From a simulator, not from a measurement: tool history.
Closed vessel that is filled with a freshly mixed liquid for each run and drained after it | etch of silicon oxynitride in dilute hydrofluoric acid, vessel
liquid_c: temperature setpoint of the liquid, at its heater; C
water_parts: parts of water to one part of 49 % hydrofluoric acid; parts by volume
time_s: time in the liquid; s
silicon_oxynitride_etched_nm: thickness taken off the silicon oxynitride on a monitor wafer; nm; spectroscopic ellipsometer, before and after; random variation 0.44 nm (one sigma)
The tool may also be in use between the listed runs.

run	hour	liquid_c	water_parts	time_s	silicon_oxynitride_etched_nm
1	0	24	155	1015	26.226
2	4	24	155	1015	26.014
3	5	25.5	135	1015	33.069
4	9	27.5	135	1015	35.343
5	12	28.5	120	1015	42.688
6	14.7	29	110	1015	47.942
7	22.4	32	60	1015	105.85
8	28.4	31	60	1015	101.23
9	32.4	30	60	1015	96.777
10	33.9	29	60	1015	92.041
11	42.2	28	60	1015	88.113
12	44.1	28	60	1015	88.727
13	44.8	27.5	60	1015	86.585
14	53.7	27	60	1015	84.603
15	62.5	26.5	60	1015	83.169
16	70.9	26	60	1015	80.293

The next listed run, before its measurement:
17	76.9	25.5	60	1015	?

Run 17 gave silicon_oxynitride_etched_nm 78.221 nm.

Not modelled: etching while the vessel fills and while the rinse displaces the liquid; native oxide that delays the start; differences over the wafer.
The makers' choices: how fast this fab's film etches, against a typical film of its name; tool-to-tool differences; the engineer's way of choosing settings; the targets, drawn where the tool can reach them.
